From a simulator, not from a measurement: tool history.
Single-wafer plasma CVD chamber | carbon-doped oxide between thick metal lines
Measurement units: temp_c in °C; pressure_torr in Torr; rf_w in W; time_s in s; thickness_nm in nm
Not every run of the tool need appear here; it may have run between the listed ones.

| run | hour | temp_c | pressure_torr | rf_w | time_s | thickness_nm |
|---|---|---|---|---|---|---|
| 1 | 0.0 | 340 | 6.38 | 595 | 127 | 817.82 |
| 2 | 6.1 | 340 | 5.99 | 595 | 127 | 810.63 |
| 3 | 7.4 | 346 | 5.99 | 595 | 127 | 796.35 |
| 4 | 13.8 | 346 | 5.99 | 595 | 121 | 756.46 |
| 5 | 17.9 | 344 | 6.03 | 595 | 121 | 763.76 |
| 6 | 24.6 | 344 | 6.03 | 545 | 121 | 738.86 |

Estimate the outcome of run 7 from the log above:
| 7 | 30.5 | 341 | 6.12 | 545 | 121 | ? |

Run 7 gave thickness_nm 746.03 nm.

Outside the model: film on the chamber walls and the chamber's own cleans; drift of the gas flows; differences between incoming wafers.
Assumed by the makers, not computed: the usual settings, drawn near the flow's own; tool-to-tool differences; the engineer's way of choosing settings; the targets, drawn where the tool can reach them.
